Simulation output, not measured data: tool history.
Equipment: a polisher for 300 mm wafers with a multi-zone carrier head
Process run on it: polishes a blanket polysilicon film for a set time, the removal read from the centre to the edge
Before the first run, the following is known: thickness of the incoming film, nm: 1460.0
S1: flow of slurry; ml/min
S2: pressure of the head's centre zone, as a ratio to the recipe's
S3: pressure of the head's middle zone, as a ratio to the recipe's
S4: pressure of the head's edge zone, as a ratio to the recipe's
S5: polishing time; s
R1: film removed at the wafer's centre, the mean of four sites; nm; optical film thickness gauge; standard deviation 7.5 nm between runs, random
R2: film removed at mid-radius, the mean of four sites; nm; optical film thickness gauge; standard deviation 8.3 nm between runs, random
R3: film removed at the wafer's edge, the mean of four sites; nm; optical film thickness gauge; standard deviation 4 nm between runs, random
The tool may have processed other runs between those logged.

run	hour	S1	S2	S3	S4	S5	R1	R2	R3
1	0	180	1	1	1	60	428.61	428.48	431.17
2	7	190	1.01	1.02	1.03	64	468.65	467	471.98
3	10.1	190	1.01	1.02	0.98	64	461.33	456.18	456.95
4	17.7	190	1.01	1.02	0.9	64	466.99	466.34	440.33
5	23.5	200	1.01	1.04	0.94	67	483.32	491.02	474.47
6	29.9	200	1.01	1.04	1.03	67	480.21	499.55	491.02
7	34.2	205	1.02	1.05	1.05	70	505.74	516.03	522.56

What will run 8 give?
8	38.5	205	1.02	1.05	1.05	70	?	?	?

Logged for run 8: R1 513.93 nm, R2 523.69 nm, R3 521.15 nm.
